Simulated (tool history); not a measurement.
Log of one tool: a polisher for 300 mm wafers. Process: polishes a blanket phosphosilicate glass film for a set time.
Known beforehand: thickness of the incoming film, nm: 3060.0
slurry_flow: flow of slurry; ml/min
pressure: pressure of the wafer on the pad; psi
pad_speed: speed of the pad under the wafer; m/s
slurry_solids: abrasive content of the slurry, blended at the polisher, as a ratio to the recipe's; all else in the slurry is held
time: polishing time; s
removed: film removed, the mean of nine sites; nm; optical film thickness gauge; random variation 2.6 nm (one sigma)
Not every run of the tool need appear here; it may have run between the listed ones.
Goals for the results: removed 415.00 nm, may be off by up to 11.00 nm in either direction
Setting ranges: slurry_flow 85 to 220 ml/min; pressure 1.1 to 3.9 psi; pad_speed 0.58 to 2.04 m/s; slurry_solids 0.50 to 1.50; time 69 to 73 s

run	hour	slurry_flow	pressure	pad_speed	slurry_solids	time	removed
1	0.0	140	2.5	1.30	1.00	69	561.33
2	5.8	130	2.3	1.30	1.00	69	516.61
3	7.5	130	2.3	1.30	0.85	69	479.75
4	9.5	130	2.3	1.30	0.70	69	436.96
5	11.6	130	2.3	1.30	0.55	69	392.13
6	16.2	130	2.3	1.60	0.55	69	463.73
7	22.0	125	2.2	1.60	0.55	69	442.32
8	28.8	120	2.2	1.60	0.55	69	440.84
9	35.6	115	2.2	1.60	0.55	69	433.84

Below are 5 possible settings for the next run. Only one of them brings all results inside the allowed miss of their targets. Which is it?
A	42.4	85	2.3	1.42	0.75	70	?
B	42.4	100	2.1	1.54	0.60	69	?
C	42.4	115	2.2	1.68	0.50	71	?
D	42.4	120	2.4	1.50	0.50	70	?
E	42.4	85	2.0	1.64	0.65	73	?

move	removed
A	466.41
B	414.02
C	445.28
D	438.66
E	446.30
A: its largest miss is bigger than the last run's
B: all results in spec
C: its largest miss is bigger than the last run's
D: its largest miss is bigger than the last run's
E: its largest miss is bigger than the last run's
So the answer is move B, the one that meets all the targets.
